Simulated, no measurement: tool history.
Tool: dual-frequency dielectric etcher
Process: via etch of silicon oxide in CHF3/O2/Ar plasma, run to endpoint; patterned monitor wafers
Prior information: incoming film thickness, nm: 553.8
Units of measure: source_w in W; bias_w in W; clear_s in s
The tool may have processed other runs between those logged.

Run 1, hour 0: source_w 810 W, bias_w 184 W. Result: clear_s 256.53 s.
Run 2, hour 7: source_w 810 W, bias_w 157 W. Result: clear_s 261 s.
Run 3, hour 8.2: source_w 680 W, bias_w 157 W. Result: clear_s 274.68 s.
Run 4, hour 17: source_w 790 W, bias_w 168 W. Result: clear_s 260.61 s.
Run 5, hour 23.5: source_w 870 W, bias_w 175 W. Result: clear_s 256.6 s.
Run 6, hour 27.1: source_w 870 W, bias_w 187 W. Result: clear_s 248.45 s.
Run 7, hour 32.7: source_w 920 W, bias_w 192 W. Result: clear_s 243.3 s.
Run 8, hour 38.2: source_w 950 W, bias_w 195 W. Result: clear_s 240.71 s.
Run 9, hour 44.8: source_w 980 W, bias_w 198 W. Result: clear_s 239.16 s.

Run 10 is up next; what results do you expect?
Run 10, hour 45.9: source_w 1000 W, bias_w 201 W. Result: clear_s ?.

{"run 10": {"clear_s": 236.6}}
